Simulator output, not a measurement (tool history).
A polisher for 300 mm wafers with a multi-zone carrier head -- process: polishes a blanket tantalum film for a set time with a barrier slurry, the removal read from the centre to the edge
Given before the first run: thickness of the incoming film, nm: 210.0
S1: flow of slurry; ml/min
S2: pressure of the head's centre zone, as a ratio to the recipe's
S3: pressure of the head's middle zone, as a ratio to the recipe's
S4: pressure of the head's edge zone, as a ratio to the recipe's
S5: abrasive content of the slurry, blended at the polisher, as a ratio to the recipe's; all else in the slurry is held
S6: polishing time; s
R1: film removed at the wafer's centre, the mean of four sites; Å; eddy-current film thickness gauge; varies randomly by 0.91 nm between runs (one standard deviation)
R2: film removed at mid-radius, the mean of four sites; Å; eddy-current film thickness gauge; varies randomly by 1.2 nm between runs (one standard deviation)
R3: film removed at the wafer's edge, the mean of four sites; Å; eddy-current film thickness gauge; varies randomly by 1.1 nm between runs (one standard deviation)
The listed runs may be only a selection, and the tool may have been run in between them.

run	hour	S1	S2	S3	S4	S5	S6	R1	R2	R3
1	0.0	245	1.00	1.00	1.00	1.00	33	791.34	787.57	781.65
2	1.3	245	1.00	1.00	1.00	0.90	33	763.87	763.32	746.34
3	5.7	245	0.96	1.00	1.00	0.90	33	724.14	764.97	745.82
4	14.5	255	1.01	1.03	1.04	1.05	33	813.95	811.12	816.29
5	16.4	265	1.05	1.07	1.06	1.15	33	878.51	884.52	835.91
6	23.6	270	1.07	1.07	1.09	1.25	33	912.63	932.74	869.67
7	28.5	275	1.10	1.03	1.12	1.35	33	970.64	911.57	909.72
8	29.5	280	1.11	1.03	1.14	1.40	33	993.06	927.74	914.41
9	30.6	280	1.11	1.02	1.15	1.45	34	1036.70	946.41	950.18

Run 10, settings as shown, results not yet in. Your forecast:
10	39.6	280	1.11	1.02	1.15	1.45	34	?	?	?

R1: 1033.70 Å
R2: 965.84 Å
R3: 950.11 Å
